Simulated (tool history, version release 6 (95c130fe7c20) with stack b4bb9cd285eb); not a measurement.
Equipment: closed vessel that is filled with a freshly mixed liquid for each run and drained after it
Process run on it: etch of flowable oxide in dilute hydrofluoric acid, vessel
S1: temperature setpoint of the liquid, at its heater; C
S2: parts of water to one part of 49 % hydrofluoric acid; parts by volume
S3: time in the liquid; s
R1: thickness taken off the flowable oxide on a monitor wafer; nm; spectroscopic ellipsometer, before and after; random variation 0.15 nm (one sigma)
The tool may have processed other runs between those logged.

Run 1, hour 0: S1 25 C, S2 155 parts by volume, S3 105 s. Result: R1 16.288 nm.
Run 2, hour 3.4: S1 25 C, S2 100 parts by volume, S3 105 s. Result: R1 27.076 nm.
Run 3, hour 10.8: S1 24 C, S2 100 parts by volume, S3 105 s. Result: R1 26.12 nm.
Run 4, hour 17: S1 22.5 C, S2 100 parts by volume, S3 105 s. Result: R1 24.504 nm.
Run 5, hour 26: S1 22 C, S2 100 parts by volume, S3 105 s. Result: R1 24.247 nm.
Run 6, hour 29: S1 22 C, S2 100 parts by volume, S3 110 s. Result: R1 25.07 nm.
Run 7, hour 32.6: S1 21.5 C, S2 100 parts by volume, S3 110 s. Result: R1 24.571 nm.
Run 8, hour 36.3: S1 21 C, S2 100 parts by volume, S3 110 s. Result: R1 24.37 nm.
Run 9, hour 44.3: S1 20.5 C, S2 100 parts by volume, S3 110 s. Result: R1 23.784 nm.

Run 10 comes next. What will it give?
Run 10, hour 46.4: S1 20 C, S2 100 parts by volume, S3 110 s. Result: R1 ?.

Run 10 produced R1 22.946 nm.
